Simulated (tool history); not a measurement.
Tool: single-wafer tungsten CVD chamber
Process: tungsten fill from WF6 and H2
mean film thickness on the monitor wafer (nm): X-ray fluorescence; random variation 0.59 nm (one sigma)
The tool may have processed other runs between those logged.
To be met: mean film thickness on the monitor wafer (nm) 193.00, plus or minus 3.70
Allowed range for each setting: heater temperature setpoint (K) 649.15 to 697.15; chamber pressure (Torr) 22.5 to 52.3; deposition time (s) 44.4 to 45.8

| run | hour | heater temperature setpoint (K) | chamber pressure (Torr) | deposition time (s) | mean film thickness on the monitor wafer (nm) |
|---|---|---|---|---|---|
| 1 | 0.0 | 673.15 | 37.4 | 44.4 | 150.03 |
| 2 | 2.9 | 673.15 | 37.4 | 45.8 | 154.39 |
| 3 | 3.8 | 673.15 | 42.2 | 45.8 | 163.46 |
| 4 | 5.6 | 673.15 | 48.1 | 45.8 | 171.99 |
| 5 | 7.1 | 674.15 | 48.2 | 45.8 | 175.63 |
| 6 | 11.5 | 675.15 | 48.2 | 45.8 | 179.84 |
| 7 | 14.7 | 675.15 | 48.2 | 45.8 | 179.32 |
| 8 | 20.8 | 676.15 | 48.2 | 45.8 | 184.02 |

Of the 5 settings listed for the next run, only one would bring every result within its allowed miss of target. Which one?
| A | 26.9 | 679.15 | 52.3 | 45.8 | ? |
| B | 26.9 | 677.15 | 49.5 | 44.4 | ? |
| C | 26.9 | 677.15 | 45.0 | 45.8 | ? |
| D | 26.9 | 678.15 | 50.5 | 45.2 | ? |
| E | 26.9 | 675.15 | 49.6 | 45.8 | ? |

| move | mean film thickness on the monitor wafer (nm) |
|---|---|
| A | 201.89 |
| B | 183.65 |
| C | 181.95 |
| D | 192.39 |
| E | 182.13 |
A: moves the result that the last run missed by most past its target, out the other side
B: as far off as the last run
C: moves away from the targets compared with the last run
D: every result within its allowed miss
E: moves away from the targets compared with the last run
D meets every target.
